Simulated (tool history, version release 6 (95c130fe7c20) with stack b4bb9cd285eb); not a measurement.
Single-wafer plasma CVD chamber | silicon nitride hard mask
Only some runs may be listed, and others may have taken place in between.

run	hour	heater temperature setpoint (deg C)	chamber pressure (Pa)	RF power (kW)	deposition time (s)	mean film thickness on the monitor wafer (angstrom)
1	0	400	271	0.405	49.6	658.7
2	5.9	400	257	0.38	49.1	607.57
3	6.6	400	241	0.37	49	578.67
4	10.1	400	241	0.37	49.6	587.46
5	16.7	407	241	0.37	49.6	587.44
6	21.8	407	228	0.365	49.5	566.75
7	29.1	407	173	0.345	49.3	477.47
8	30.7	407	180	0.345	49.3	487.11

Predict the results of run 9:
9	38.9	407	185	0.345	49.3	?

Run 9 produced mean film thickness on the monitor wafer (angstrom) 492.41.

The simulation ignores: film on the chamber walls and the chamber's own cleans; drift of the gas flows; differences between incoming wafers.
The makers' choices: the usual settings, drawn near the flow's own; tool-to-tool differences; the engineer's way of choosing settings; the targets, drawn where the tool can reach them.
